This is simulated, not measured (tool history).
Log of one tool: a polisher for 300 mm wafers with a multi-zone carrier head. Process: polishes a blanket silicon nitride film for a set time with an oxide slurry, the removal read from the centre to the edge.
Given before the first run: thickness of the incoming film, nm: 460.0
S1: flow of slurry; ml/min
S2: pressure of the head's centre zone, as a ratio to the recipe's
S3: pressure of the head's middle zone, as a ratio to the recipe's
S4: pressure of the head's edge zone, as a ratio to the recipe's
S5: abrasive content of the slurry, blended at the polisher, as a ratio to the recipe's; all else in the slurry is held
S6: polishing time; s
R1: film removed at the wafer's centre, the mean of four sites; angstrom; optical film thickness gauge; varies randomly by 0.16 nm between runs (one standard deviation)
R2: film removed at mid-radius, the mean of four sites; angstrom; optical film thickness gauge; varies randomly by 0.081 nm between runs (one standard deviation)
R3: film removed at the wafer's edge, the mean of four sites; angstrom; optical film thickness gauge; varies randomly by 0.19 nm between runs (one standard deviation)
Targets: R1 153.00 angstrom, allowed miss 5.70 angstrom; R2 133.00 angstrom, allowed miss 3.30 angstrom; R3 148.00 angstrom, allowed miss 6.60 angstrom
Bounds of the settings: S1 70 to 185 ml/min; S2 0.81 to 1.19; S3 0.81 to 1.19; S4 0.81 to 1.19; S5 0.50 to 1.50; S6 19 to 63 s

run  hour   S1    S2    S3    S4    S5  S6      R1      R2      R3
  1   0.0  120  1.00  1.00  1.00  1.00  41  280.11  269.88  278.65
  2   6.3  115  1.00  0.98  0.98  0.90  39  242.14  235.61  237.83
  3  11.3  110  1.01  0.95  0.99  0.85  38  234.05  213.57  229.26
  4  18.9  130  1.01  0.95  0.99  0.85  38  243.92  224.63  241.67
  5  20.9  150  1.01  0.95  0.99  0.85  38  250.02  230.89  240.71
  6  24.3  170  1.01  0.95  0.99  0.85  38  258.36  236.58  245.07
  7  25.5  160  1.00  0.93  0.97  0.80  37  235.55  217.65  223.00
  8  33.2  130  1.01  0.83  1.00  0.55  31  150.01  122.97  148.16
  9  40.0  135  1.01  0.83  0.99  0.55  31  150.92  125.03  143.69
 10  48.0  140  1.01  0.83  0.99  0.55  31  153.07  124.34  147.19
 11  56.7  145  1.00  0.83  0.98  0.55  31  152.09  125.22  149.70
 12  60.5  145  1.00  0.84  0.97  0.55  31  153.71  128.74  146.66

Exactly one of the 5 candidate moves below puts every result within its allowed miss. Which one?
  A  64.3  110  1.04  0.82  0.89  0.80  26   ?   ?   ?
  B  64.3  130  1.11  0.87  1.07  0.50  33   ?   ?   ?
  C  64.3  155  1.02  0.83  0.98  0.70  26   ?   ?   ?
  D  64.3  140  1.07  0.83  0.95  0.55  30   ?   ?   ?
  E  64.3  155  0.97  0.88  0.95  0.60  29   ?   ?   ?

move      R1      R2      R3
   A  156.69  125.33  144.40
   B  158.23  126.29  149.33
   C  156.33  126.51  147.37
   D  153.91  120.95  139.67
   E  152.16  133.51  145.91
A: moves away from the targets compared with the last run
B: moves away from the targets compared with the last run
C: moves away from the targets compared with the last run
D: moves away from the targets compared with the last run
E: each result inside its tolerance
The right move is E.
